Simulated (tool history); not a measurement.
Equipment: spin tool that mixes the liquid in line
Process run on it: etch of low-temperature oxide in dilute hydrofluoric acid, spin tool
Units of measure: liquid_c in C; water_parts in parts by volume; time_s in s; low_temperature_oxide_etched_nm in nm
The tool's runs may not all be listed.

run,day,liquid_c,water_parts,time_s,low_temperature_oxide_etched_nm
1,0,26,175,300,20.538
2,0.188,27,175,300,20.862
3,0.546,30,175,300,23.512
4,0.725,30,175,300,23.67
5,0.962,30,175,300,23.563
6,1.079,30.5,175,300,24.479
7,1.283,31,175,300,24.111

What does the tool deliver on the next run?
8,1.362,31.5,170,300,?

low_temperature_oxide_etched_nm: 25.539 nm
